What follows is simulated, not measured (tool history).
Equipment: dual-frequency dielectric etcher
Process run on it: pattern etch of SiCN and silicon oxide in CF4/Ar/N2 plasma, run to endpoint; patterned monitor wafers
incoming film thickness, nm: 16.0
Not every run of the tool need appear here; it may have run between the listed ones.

{"run": 1, "hour": 0.0, "source power (kW)": 0.58, "bias power (kW)": 0.08, "Ar flow (sccm)": 75, "CF4 flow (sccm)": 64, "endpoint time (s)": 13.346}
{"run": 2, "hour": 7.0, "source power (kW)": 0.64, "bias power (kW)": 0.081, "Ar flow (sccm)": 75, "CF4 flow (sccm)": 64, "endpoint time (s)": 11.927}
{"run": 3, "hour": 11.0, "source power (kW)": 0.69, "bias power (kW)": 0.081, "Ar flow (sccm)": 75, "CF4 flow (sccm)": 64, "endpoint time (s)": 11.072}
{"run": 4, "hour": 19.8, "source power (kW)": 0.72, "bias power (kW)": 0.081, "Ar flow (sccm)": 75, "CF4 flow (sccm)": 64, "endpoint time (s)": 10.688}
{"run": 5, "hour": 24.2, "source power (kW)": 0.74, "bias power (kW)": 0.081, "Ar flow (sccm)": 75, "CF4 flow (sccm)": 64, "endpoint time (s)": 10.278}
{"run": 6, "hour": 27.0, "source power (kW)": 0.74, "bias power (kW)": 0.076, "Ar flow (sccm)": 75, "CF4 flow (sccm)": 64, "endpoint time (s)": 10.503}
{"run": 7, "hour": 29.8, "source power (kW)": 0.76, "bias power (kW)": 0.077, "Ar flow (sccm)": 75, "CF4 flow (sccm)": 64, "endpoint time (s)": 10.269}
{"run": 8, "hour": 32.5, "source power (kW)": 0.77, "bias power (kW)": 0.078, "Ar flow (sccm)": 75, "CF4 flow (sccm)": 64, "endpoint time (s)": 10.124}
{"run": 9, "hour": 36.4, "source power (kW)": 0.77, "bias power (kW)": 0.078, "Ar flow (sccm)": 75, "CF4 flow (sccm)": 64, "endpoint time (s)": 10.155}

Run 10 comes next. What will it give?
{"run": 10, "hour": 43.1, "source power (kW)": 0.77, "bias power (kW)": 0.078, "Ar flow (sccm)": 75, "CF4 flow (sccm)": 64, "endpoint time (s)": "?"}

{"run 10": {"endpoint time (s)": 10.046}}
